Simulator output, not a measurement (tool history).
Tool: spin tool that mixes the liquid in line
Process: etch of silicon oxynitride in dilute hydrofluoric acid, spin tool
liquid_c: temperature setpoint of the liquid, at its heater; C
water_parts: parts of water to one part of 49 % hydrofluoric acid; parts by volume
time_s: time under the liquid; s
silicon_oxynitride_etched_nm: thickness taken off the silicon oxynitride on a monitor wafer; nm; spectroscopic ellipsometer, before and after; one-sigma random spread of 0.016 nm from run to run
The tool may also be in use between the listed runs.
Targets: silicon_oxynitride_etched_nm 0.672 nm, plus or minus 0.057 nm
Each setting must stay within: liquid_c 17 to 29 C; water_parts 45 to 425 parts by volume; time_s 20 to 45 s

run,hour,liquid_c,water_parts,time_s,silicon_oxynitride_etched_nm
1,0,21,235,45,0.3948
2,6.3,21,170,45,0.57616
3,14,18.5,170,45,0.48552
4,15.5,18.5,170,45,0.504
5,18.6,18.5,250,45,0.33203
6,19.3,18.5,250,20,0.14764
7,25.2,20.5,235,20,0.16834
8,28.5,20.5,195,20,0.21141
9,33.9,20.5,160,25,0.33217
10,38.9,20.5,135,25,0.39524

Which one of the following 4 next-run settings gets every result inside its allowed miss? There is exactly one.
A,43.9,22,150,45,?
B,43.9,22.5,110,40,?
C,43.9,17,120,35,?
D,43.9,23,125,30,?

move,silicon_oxynitride_etched_nm
A,0.68909
B,0.88163
C,0.53735
D,0.58882
A: every result lands within tolerance
B: pushes the last run's worst result past its target
C: closes in on the targets versus the last run, not all within tolerance yet
D: closes in on the targets versus the last run, not all within tolerance yet
Go with A: it meets all targets.
